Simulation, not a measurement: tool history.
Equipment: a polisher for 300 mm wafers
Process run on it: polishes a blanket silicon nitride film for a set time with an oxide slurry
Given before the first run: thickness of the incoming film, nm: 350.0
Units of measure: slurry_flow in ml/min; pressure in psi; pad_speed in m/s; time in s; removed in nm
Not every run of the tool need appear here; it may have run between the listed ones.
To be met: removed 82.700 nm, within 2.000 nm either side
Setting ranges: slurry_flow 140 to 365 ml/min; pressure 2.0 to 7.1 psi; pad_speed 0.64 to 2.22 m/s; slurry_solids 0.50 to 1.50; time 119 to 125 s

Run 1, hour 0.0: slurry_flow 235 ml/min, pressure 4.5 psi, pad_speed 1.42 m/s, slurry_solids 1.00, time 119 s. Result: removed 103.920 nm.
Run 2, hour 2.4: slurry_flow 235 ml/min, pressure 5.5 psi, pad_speed 1.42 m/s, slurry_solids 1.00, time 119 s. Result: removed 126.420 nm.
Run 3, hour 6.4: slurry_flow 230 ml/min, pressure 5.1 psi, pad_speed 1.42 m/s, slurry_solids 1.00, time 119 s. Result: removed 117.130 nm.
Run 4, hour 14.8: slurry_flow 230 ml/min, pressure 5.1 psi, pad_speed 1.64 m/s, slurry_solids 1.00, time 119 s. Result: removed 128.940 nm.
Run 5, hour 23.5: slurry_flow 230 ml/min, pressure 5.1 psi, pad_speed 1.64 m/s, slurry_solids 0.90, time 119 s. Result: removed 119.650 nm.
Run 6, hour 27.5: slurry_flow 230 ml/min, pressure 5.1 psi, pad_speed 1.34 m/s, slurry_solids 0.90, time 119 s. Result: removed 108.740 nm.
Run 7, hour 30.5: slurry_flow 230 ml/min, pressure 4.8 psi, pad_speed 1.34 m/s, slurry_solids 0.90, time 119 s. Result: removed 102.850 nm.
Run 8, hour 34.0: slurry_flow 230 ml/min, pressure 4.6 psi, pad_speed 1.34 m/s, slurry_solids 0.90, time 119 s. Result: removed 99.406 nm.
Run 9, hour 37.5: slurry_flow 230 ml/min, pressure 4.4 psi, pad_speed 1.34 m/s, slurry_solids 0.90, time 119 s. Result: removed 94.122 nm.

Which single option among these 5 for the next run brings every result within its allowed miss of target? Just one does.
Run A, hour 41.0: slurry_flow 210 ml/min, pressure 4.2 psi, pad_speed 1.52 m/s, slurry_solids 1.00, time 125 s. Result: removed ?.
Run B, hour 41.0: slurry_flow 265 ml/min, pressure 3.7 psi, pad_speed 1.22 m/s, slurry_solids 1.15, time 121 s. Result: removed ?.
Run C, hour 41.0: slurry_flow 170 ml/min, pressure 4.3 psi, pad_speed 1.06 m/s, slurry_solids 0.90, time 119 s. Result: removed ?.
Run D, hour 41.0: slurry_flow 180 ml/min, pressure 3.5 psi, pad_speed 1.70 m/s, slurry_solids 0.90, time 119 s. Result: removed ?.
Run E, hour 41.0: slurry_flow 285 ml/min, pressure 4.3 psi, pad_speed 1.48 m/s, slurry_solids 1.05, time 125 s. Result: removed ?.

move  removed
   A  106.160
   B   88.621
   C   79.576
   D   83.921
   E  113.390
A: the biggest miss grows against the last run
B: an improvement on the last run, though not all results are within tolerance
C: moves the result that the last run missed by most past its target, out the other side
D: each result inside its tolerance
E: the biggest miss grows against the last run
Answer: D

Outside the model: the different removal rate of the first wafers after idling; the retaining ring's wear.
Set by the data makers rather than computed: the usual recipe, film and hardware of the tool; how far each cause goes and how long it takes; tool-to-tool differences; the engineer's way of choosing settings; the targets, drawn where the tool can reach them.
